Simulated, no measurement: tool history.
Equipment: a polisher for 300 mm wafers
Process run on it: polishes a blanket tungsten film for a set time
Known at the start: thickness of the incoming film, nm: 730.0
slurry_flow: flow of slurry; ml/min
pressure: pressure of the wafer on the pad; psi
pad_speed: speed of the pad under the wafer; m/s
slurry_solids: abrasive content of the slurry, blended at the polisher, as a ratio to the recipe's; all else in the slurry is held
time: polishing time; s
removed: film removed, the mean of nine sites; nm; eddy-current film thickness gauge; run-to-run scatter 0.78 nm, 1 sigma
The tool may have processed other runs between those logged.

{"run": 1, "hour": 0.0, "slurry_flow": 265, "pressure": 3.3, "pad_speed": 1.12, "slurry_solids": 1.0, "time": 32, "removed": 142.15}
{"run": 2, "hour": 1.0, "slurry_flow": 265, "pressure": 3.1, "pad_speed": 1.1, "slurry_solids": 1.0, "time": 32, "removed": 133.05}
{"run": 3, "hour": 5.1, "slurry_flow": 265, "pressure": 2.9, "pad_speed": 1.06, "slurry_solids": 1.0, "time": 32, "removed": 124.46}
{"run": 4, "hour": 9.1, "slurry_flow": 265, "pressure": 2.9, "pad_speed": 1.18, "slurry_solids": 1.0, "time": 32, "removed": 133.22}
{"run": 5, "hour": 13.7, "slurry_flow": 265, "pressure": 2.9, "pad_speed": 0.98, "slurry_solids": 1.0, "time": 32, "removed": 115.01}
{"run": 6, "hour": 20.5, "slurry_flow": 265, "pressure": 2.1, "pad_speed": 0.98, "slurry_solids": 1.0, "time": 32, "removed": 89.913}
{"run": 7, "hour": 24.7, "slurry_flow": 265, "pressure": 2.0, "pad_speed": 0.96, "slurry_solids": 1.0, "time": 32, "removed": 82.694}

Run 8 has not been measured yet. What should we expect?
{"run": 8, "hour": 32.0, "slurry_flow": 265, "pressure": 1.9, "pad_speed": 0.96, "slurry_solids": 1.0, "time": 32, "removed": "?"}

{"run 8": {"removed": 79.54}}

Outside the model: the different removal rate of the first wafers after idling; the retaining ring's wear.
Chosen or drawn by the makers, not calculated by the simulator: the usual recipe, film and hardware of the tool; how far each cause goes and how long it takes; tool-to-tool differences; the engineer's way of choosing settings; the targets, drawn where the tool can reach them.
